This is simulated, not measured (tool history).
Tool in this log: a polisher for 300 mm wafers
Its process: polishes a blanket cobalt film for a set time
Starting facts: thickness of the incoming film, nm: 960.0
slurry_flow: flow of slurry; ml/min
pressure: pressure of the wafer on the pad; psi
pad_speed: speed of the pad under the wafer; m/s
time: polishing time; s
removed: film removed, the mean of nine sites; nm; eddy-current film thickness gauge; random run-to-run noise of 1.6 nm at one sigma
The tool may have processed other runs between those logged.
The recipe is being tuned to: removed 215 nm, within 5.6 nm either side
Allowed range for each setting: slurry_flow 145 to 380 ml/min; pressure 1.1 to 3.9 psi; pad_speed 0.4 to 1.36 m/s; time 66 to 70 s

Run 1, hour 0: slurry_flow 245 ml/min, pressure 2.5 psi, pad_speed 0.88 m/s, time 66 s. Result: removed 342.89 nm.
Run 2, hour 2.3: slurry_flow 245 ml/min, pressure 2.5 psi, pad_speed 0.88 m/s, time 70 s. Result: removed 361.31 nm.
Run 3, hour 3.3: slurry_flow 245 ml/min, pressure 2.5 psi, pad_speed 0.96 m/s, time 70 s. Result: removed 389.66 nm.
Run 4, hour 4.4: slurry_flow 245 ml/min, pressure 2.5 psi, pad_speed 0.96 m/s, time 66 s. Result: removed 366.57 nm.
Run 5, hour 4.9: slurry_flow 245 ml/min, pressure 3.1 psi, pad_speed 0.96 m/s, time 66 s. Result: removed 451.55 nm.
Run 6, hour 12.5: slurry_flow 270 ml/min, pressure 3.1 psi, pad_speed 0.96 m/s, time 66 s. Result: removed 452.55 nm.
Run 7, hour 13.2: slurry_flow 270 ml/min, pressure 2.8 psi, pad_speed 0.96 m/s, time 66 s. Result: removed 412.09 nm.
Run 8, hour 13.8: slurry_flow 265 ml/min, pressure 2.5 psi, pad_speed 0.96 m/s, time 66 s. Result: removed 374.11 nm.
Run 9, hour 21.7: slurry_flow 265 ml/min, pressure 2.5 psi, pad_speed 0.96 m/s, time 66 s. Result: removed 369.86 nm.
Run 10, hour 24.8: slurry_flow 265 ml/min, pressure 2.3 psi, pad_speed 0.96 m/s, time 66 s. Result: removed 342.32 nm.
Run 11, hour 26.6: slurry_flow 265 ml/min, pressure 2.3 psi, pad_speed 0.96 m/s, time 66 s. Result: removed 337.6 nm.
Run 12, hour 33.2: slurry_flow 265 ml/min, pressure 2.1 psi, pad_speed 0.96 m/s, time 66 s. Result: removed 315.08 nm.
Run 13, hour 34.9: slurry_flow 265 ml/min, pressure 1.9 psi, pad_speed 0.96 m/s, time 66 s. Result: removed 284.44 nm.

Which single option among these 5 for the next run brings every result within its allowed miss of target? Just one does.
Run A, hour 36.6: slurry_flow 240 ml/min, pressure 1.7 psi, pad_speed 0.92 m/s, time 66 s. Result: removed ?.
Run B, hour 36.6: slurry_flow 300 ml/min, pressure 2.2 psi, pad_speed 1.26 m/s, time 70 s. Result: removed ?.
Run C, hour 36.6: slurry_flow 270 ml/min, pressure 1.1 psi, pad_speed 1.02 m/s, time 66 s. Result: removed ?.
Run D, hour 36.6: slurry_flow 285 ml/min, pressure 2.9 psi, pad_speed 0.8 m/s, time 70 s. Result: removed ?.
Run E, hour 36.6: slurry_flow 325 ml/min, pressure 1.4 psi, pad_speed 0.9 m/s, time 69 s. Result: removed ?.

move  removed
   A   245.79
   B   458.01
   C   185.97
   D   380.09
   E   216.27
A: moves toward the targets from the last run without getting all of them in spec
B: further off than the last run
C: carries the result that was furthest off beyond its target, to the other side
D: further off than the last run
E: hits every target within its allowed miss
Correct choice: E, which meets every target

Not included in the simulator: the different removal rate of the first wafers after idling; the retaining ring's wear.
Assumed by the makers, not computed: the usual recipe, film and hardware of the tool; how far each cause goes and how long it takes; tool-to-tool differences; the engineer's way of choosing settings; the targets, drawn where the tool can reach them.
